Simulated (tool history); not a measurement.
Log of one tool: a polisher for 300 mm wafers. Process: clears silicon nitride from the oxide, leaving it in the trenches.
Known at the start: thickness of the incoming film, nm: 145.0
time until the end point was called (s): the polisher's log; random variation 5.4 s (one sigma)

run,hour,flow of slurry (ml/min),pressure of the wafer on the pad (kPa),speed of the pad under the wafer (m/s),overpolish time after the end point (s),time until the end point was called (s)
1,0.0,260,24.1,1.12,21,127.26
2,2.2,255,20.0,0.98,21,173.08
3,7.7,255,17.2,0.90,21,202.62
4,9.5,255,15.2,0.82,21,242.98
5,14.9,315,15.2,0.82,21,240.40
6,16.8,345,15.2,0.82,21,248.17

Forecast run 7:
7,17.4,345,13.8,0.80,21,?

{"run 7": {"time until the end point was called (s)": 270.89}}

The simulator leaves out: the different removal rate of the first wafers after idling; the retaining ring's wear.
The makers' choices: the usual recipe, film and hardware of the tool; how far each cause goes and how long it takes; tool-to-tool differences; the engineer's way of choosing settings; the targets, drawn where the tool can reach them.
